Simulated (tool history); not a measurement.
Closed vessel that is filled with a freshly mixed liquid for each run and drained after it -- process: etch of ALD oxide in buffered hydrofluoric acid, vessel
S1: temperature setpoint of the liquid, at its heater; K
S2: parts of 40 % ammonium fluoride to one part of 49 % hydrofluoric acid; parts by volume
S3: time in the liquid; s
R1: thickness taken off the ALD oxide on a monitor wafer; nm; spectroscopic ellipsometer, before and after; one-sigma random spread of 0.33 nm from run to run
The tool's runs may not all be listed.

Run 1, hour 0.0: S1 295.15 K, S2 15.0 parts by volume, S3 35 s. Result: R1 81.292 nm.
Run 2, hour 6.5: S1 294.15 K, S2 15.5 parts by volume, S3 35 s. Result: R1 74.739 nm.
Run 3, hour 7.5: S1 291.65 K, S2 15.5 parts by volume, S3 35 s. Result: R1 64.707 nm.
Run 4, hour 10.2: S1 291.65 K, S2 13.0 parts by volume, S3 35 s. Result: R1 76.891 nm.
Run 5, hour 17.9: S1 290.15 K, S2 13.0 parts by volume, S3 35 s. Result: R1 70.046 nm.
Run 6, hour 23.5: S1 290.15 K, S2 13.0 parts by volume, S3 35 s. Result: R1 69.644 nm.

Run 7 has not been measured yet. What should we expect?
Run 7, hour 28.2: S1 290.15 K, S2 13.5 parts by volume, S3 35 s. Result: R1 ?.

For run 7 the tool returned R1 68.003 nm.
